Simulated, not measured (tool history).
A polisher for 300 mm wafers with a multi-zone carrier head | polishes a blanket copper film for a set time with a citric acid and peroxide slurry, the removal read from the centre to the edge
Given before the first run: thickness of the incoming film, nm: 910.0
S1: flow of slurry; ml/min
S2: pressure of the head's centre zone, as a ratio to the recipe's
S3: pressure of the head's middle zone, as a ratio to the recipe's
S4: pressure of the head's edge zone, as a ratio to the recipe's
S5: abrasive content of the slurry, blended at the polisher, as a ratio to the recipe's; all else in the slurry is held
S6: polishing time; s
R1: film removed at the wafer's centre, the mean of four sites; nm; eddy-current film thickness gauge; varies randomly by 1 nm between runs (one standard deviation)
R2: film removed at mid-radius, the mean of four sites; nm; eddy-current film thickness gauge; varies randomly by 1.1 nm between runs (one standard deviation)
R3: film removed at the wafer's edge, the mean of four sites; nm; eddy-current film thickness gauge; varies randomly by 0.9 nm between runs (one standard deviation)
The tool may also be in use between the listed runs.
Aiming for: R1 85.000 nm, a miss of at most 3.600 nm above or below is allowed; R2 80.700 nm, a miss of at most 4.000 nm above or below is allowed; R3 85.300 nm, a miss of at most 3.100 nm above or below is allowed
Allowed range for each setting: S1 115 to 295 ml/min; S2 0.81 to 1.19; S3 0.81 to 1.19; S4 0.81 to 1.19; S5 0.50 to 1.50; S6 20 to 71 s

run,hour,S1,S2,S3,S4,S5,S6,R1,R2,R3
1,0.0,190,1.00,1.00,1.00,1.00,45,60.954,61.168,62.242
2,5.2,195,1.02,1.01,1.04,1.15,47,68.950,66.663,70.236
3,10.2,195,1.02,1.01,1.04,1.25,47,68.690,66.502,70.030
4,16.7,205,1.04,1.04,1.08,1.30,48,74.383,72.285,74.444
5,18.6,205,0.97,1.04,1.08,1.30,48,70.737,70.906,75.440
6,27.7,205,0.97,0.97,1.08,1.30,48,70.099,67.429,74.813
7,28.9,215,0.99,1.00,1.10,1.35,49,72.616,71.533,77.557
8,31.6,215,1.01,1.01,1.10,1.40,50,75.903,75.576,78.850
9,37.4,210,1.03,1.00,1.12,1.40,51,80.115,77.739,81.060
10,42.4,210,1.03,0.99,1.14,1.45,51,80.186,75.446,84.046
11,48.9,215,1.04,1.00,1.14,1.45,51,80.620,76.962,82.437

5 candidate next runs follow, results not yet known. Just one meets every target within its allowed miss. Identify it.
A,55.4,185,1.01,0.97,1.14,1.45,56,?,?,?
B,55.4,195,1.14,0.96,1.13,1.50,49,?,?,?
C,55.4,205,0.98,0.93,1.19,1.45,51,?,?,?
D,55.4,205,1.14,0.94,1.10,1.35,50,?,?,?
E,55.4,190,1.05,1.00,1.08,1.50,54,?,?,?

move,R1,R2,R3
A,82.738,80.303,90.610
B,83.036,70.626,79.951
C,74.097,71.488,85.204
D,83.188,69.484,78.863
E,83.962,80.342,85.865
A: meets the target for the result that was furthest off, but another lies outside its allowed miss
B: meets the target for the result that was furthest off, but another lies outside its allowed miss
C: its largest miss is bigger than the last run's
D: meets the target for the result that was furthest off, but another lies outside its allowed miss
E: meets every target
Correct choice: E, which meets every target
